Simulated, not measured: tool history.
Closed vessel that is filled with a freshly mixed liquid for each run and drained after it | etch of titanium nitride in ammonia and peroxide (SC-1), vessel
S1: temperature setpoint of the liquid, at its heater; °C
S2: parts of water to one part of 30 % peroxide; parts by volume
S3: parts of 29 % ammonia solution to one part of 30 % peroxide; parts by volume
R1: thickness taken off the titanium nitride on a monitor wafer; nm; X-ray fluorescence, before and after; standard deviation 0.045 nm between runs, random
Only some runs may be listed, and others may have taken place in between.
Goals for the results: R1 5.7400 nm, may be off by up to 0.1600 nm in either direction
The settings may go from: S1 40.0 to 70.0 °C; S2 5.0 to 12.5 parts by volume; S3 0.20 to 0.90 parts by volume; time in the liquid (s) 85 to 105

{"run": 1, "hour": 0.0, "S1": 56.0, "S2": 7.0, "S3": 0.5, "time in the liquid (s)": 105, "R1": 13.36}
{"run": 2, "hour": 7.5, "S1": 56.0, "S2": 9.5, "S3": 0.5, "time in the liquid (s)": 105, "R1": 11.431}
{"run": 3, "hour": 11.1, "S1": 53.0, "S2": 9.5, "S3": 0.5, "time in the liquid (s)": 105, "R1": 9.4621}
{"run": 4, "hour": 14.0, "S1": 52.0, "S2": 9.5, "S3": 0.5, "time in the liquid (s)": 105, "R1": 8.7825}
{"run": 5, "hour": 16.7, "S1": 59.0, "S2": 9.5, "S3": 0.5, "time in the liquid (s)": 105, "R1": 14.096}
{"run": 6, "hour": 18.0, "S1": 57.5, "S2": 9.5, "S3": 0.5, "time in the liquid (s)": 105, "R1": 12.675}
{"hour": 25.0, "done": "thermometer replaced"}
{"run": 7, "hour": 25.0, "S1": 56.0, "S2": 9.5, "S3": 0.5, "time in the liquid (s)": 105, "R1": 9.6543}
{"run": 8, "hour": 26.2, "S1": 55.0, "S2": 9.5, "S3": 0.5, "time in the liquid (s)": 105, "R1": 9.104}
{"run": 9, "hour": 29.8, "S1": 54.5, "S2": 9.5, "S3": 0.5, "time in the liquid (s)": 105, "R1": 8.8304}
{"run": 10, "hour": 35.5, "S1": 54.0, "S2": 9.5, "S3": 0.5, "time in the liquid (s)": 105, "R1": 8.5813}
{"run": 11, "hour": 43.6, "S1": 53.5, "S2": 9.5, "S3": 0.5, "time in the liquid (s)": 105, "R1": 8.2395}
{"run": 12, "hour": 48.3, "S1": 53.0, "S2": 9.5, "S3": 0.5, "time in the liquid (s)": 105, "R1": 7.8871}
{"run": 13, "hour": 57.3, "S1": 52.5, "S2": 9.5, "S3": 0.5, "time in the liquid (s)": 105, "R1": 7.757}
{"run": 14, "hour": 59.1, "S1": 52.0, "S2": 9.5, "S3": 0.5, "time in the liquid (s)": 105, "R1": 7.502}

Next run, 4 choices. One meets every target within its allowed miss, the rest don't. Which?
{"run": "A", "hour": 60.9, "S1": 50.5, "S2": 11.0, "S3": 0.7, "time in the liquid (s)": 85, "R1": "?"}
{"run": "B", "hour": 60.9, "S1": 52.0, "S2": 8.0, "S3": 0.45, "time in the liquid (s)": 85, "R1": "?"}
{"run": "C", "hour": 60.9, "S1": 48.5, "S2": 9.0, "S3": 0.65, "time in the liquid (s)": 95, "R1": "?"}
{"run": "D", "hour": 60.9, "S1": 51.0, "S2": 10.0, "S3": 0.4, "time in the liquid (s)": 85, "R1": "?"}

move=A R1=5.3256
move=B R1=6.4574
move=C R1=5.6676
move=D R1=5.2597
A: moves the result that the last run missed by most past its target, out the other side
B: nearer the targets than the last run, but a result is still out of spec
C: in spec on every target
D: moves the result that the last run missed by most past its target, out the other side
Answer: C
